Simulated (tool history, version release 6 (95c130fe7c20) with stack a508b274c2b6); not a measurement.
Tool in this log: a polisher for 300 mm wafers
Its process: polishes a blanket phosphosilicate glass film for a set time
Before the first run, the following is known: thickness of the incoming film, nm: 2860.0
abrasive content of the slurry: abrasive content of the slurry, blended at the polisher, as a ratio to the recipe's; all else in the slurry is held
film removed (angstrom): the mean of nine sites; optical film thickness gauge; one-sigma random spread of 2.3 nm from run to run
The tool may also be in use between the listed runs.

run,hour,flow of slurry (ml/min),pressure of the wafer on the pad (kPa),speed of the pad under the wafer (cm/s),abrasive content of the slurry,polishing time (s),film removed (angstrom)
1,0.0,270,18.6,78,1.0,35,1983.6
2,5.3,275,20.7,78,1.0,35,2199.8
3,12.8,275,22.8,78,1.0,35,2418.1
4,14.6,310,22.8,78,1.0,35,2421.6
5,21.8,310,24.1,78,1.0,35,2544.8
6,28.4,310,24.1,78,0.9,35,2414.3
7,29.7,310,25.5,80,0.9,35,2589.8
8,35.7,310,26.2,82,0.9,35,2686.2
9,39.7,310,26.9,84,0.9,35,2826.3
10,40.2,310,26.9,84,0.9,35,2814.2

Run 11, settings as shown, results not yet in. Your forecast:
11,47.3,310,27.6,86,0.9,35,?

film removed (angstrom): 2961.1

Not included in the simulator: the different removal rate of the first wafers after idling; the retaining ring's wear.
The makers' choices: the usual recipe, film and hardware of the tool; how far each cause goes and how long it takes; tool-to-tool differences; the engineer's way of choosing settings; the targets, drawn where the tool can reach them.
